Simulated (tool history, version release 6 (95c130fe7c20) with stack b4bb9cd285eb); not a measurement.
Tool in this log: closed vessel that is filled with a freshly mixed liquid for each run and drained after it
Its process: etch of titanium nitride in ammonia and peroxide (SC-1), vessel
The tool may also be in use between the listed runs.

run,hour,temperature setpoint of the liquid (°C),parts of water to one part of 30 % peroxide (parts by volume),parts of 29 % ammonia solution to one part of 30 % peroxide (parts by volume),time in the liquid (s),thickness taken off the titanium nitride on a monitor wafer (nm)
1,0,50,12,0.7,185,7.8553
2,3.5,50,12,0.9,185,8.1762
3,9.7,52,12,0.9,185,9.4563
4,16.5,53.5,12,0.9,185,10.476
5,20.7,47,12,0.9,185,6.6511
6,27.9,49.5,12,0.9,185,7.9242
7,28.9,51.5,12,0.9,185,9.073
8,36.1,53,12,0.9,185,10.131
9,38.4,54.5,12,0.9,185,11.199
10,45.9,55.5,12,0.9,185,11.956
11,52,56.5,12,0.9,185,12.86
12,55.8,57,12,0.9,185,13.235
13,58.7,57.5,12,0.9,185,13.519

Run 14 comes next. What will it give?
14,65.5,58,12,0.9,185,?

thickness taken off the titanium nitride on a monitor wafer (nm): 14.166

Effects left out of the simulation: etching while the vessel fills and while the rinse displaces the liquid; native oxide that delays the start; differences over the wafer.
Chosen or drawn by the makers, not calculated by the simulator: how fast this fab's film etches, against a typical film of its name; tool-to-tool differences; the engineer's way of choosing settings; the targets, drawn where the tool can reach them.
